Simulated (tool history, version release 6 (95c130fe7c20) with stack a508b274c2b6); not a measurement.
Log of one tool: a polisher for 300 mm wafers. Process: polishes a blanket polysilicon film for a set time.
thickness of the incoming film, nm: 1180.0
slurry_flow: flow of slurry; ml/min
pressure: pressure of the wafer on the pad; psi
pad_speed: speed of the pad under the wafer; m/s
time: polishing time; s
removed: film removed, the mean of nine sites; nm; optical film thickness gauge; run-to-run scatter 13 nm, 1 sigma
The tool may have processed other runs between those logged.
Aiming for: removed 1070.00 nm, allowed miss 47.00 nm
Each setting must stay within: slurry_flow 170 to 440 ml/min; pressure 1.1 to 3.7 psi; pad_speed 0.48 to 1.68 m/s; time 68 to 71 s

Run 1, hour 0.0: slurry_flow 280 ml/min, pressure 2.4 psi, pad_speed 1.08 m/s, time 68 s. Result: removed 633.89 nm.
Run 2, hour 4.5: slurry_flow 280 ml/min, pressure 2.6 psi, pad_speed 1.08 m/s, time 68 s. Result: removed 665.44 nm.
Run 3, hour 8.0: slurry_flow 280 ml/min, pressure 2.8 psi, pad_speed 1.10 m/s, time 68 s. Result: removed 732.27 nm.
Run 4, hour 9.5: slurry_flow 280 ml/min, pressure 3.0 psi, pad_speed 1.12 m/s, time 68 s. Result: removed 798.77 nm.
Run 5, hour 13.2: slurry_flow 280 ml/min, pressure 2.6 psi, pad_speed 1.12 m/s, time 68 s. Result: removed 712.43 nm.
Run 6, hour 21.1: slurry_flow 280 ml/min, pressure 2.1 psi, pad_speed 1.12 m/s, time 68 s. Result: removed 563.07 nm.
Run 7, hour 23.0: slurry_flow 280 ml/min, pressure 2.7 psi, pad_speed 1.18 m/s, time 68 s. Result: removed 763.76 nm.
Run 8, hour 29.2: slurry_flow 280 ml/min, pressure 2.8 psi, pad_speed 1.18 m/s, time 68 s. Result: removed 789.08 nm.
Run 9, hour 35.5: slurry_flow 280 ml/min, pressure 3.4 psi, pad_speed 1.22 m/s, time 68 s. Result: removed 952.12 nm.
Run 10, hour 39.5: slurry_flow 280 ml/min, pressure 3.5 psi, pad_speed 1.22 m/s, time 68 s. Result: removed 973.41 nm.

Exactly one of the 5 candidate moves below puts every result within its allowed miss. Which one?
Run A, hour 43.5: slurry_flow 310 ml/min, pressure 3.7 psi, pad_speed 1.18 m/s, time 71 s. Result: removed ?.
Run B, hour 43.5: slurry_flow 275 ml/min, pressure 3.7 psi, pad_speed 1.14 m/s, time 69 s. Result: removed ?.
Run C, hour 43.5: slurry_flow 245 ml/min, pressure 3.2 psi, pad_speed 1.12 m/s, time 68 s. Result: removed ?.
Run D, hour 43.5: slurry_flow 370 ml/min, pressure 3.4 psi, pad_speed 1.14 m/s, time 68 s. Result: removed ?.
Run E, hour 43.5: slurry_flow 350 ml/min, pressure 3.4 psi, pad_speed 1.24 m/s, time 68 s. Result: removed ?.

move  removed
   A  1075.10
   B   998.28
   C   836.04
   D   935.68
   E  1011.00
A: every result lands within tolerance
B: closer than the last run, but not yet in spec
C: further off than the last run
D: further off than the last run
E: closer than the last run, but not yet in spec
Move A is the one to make.
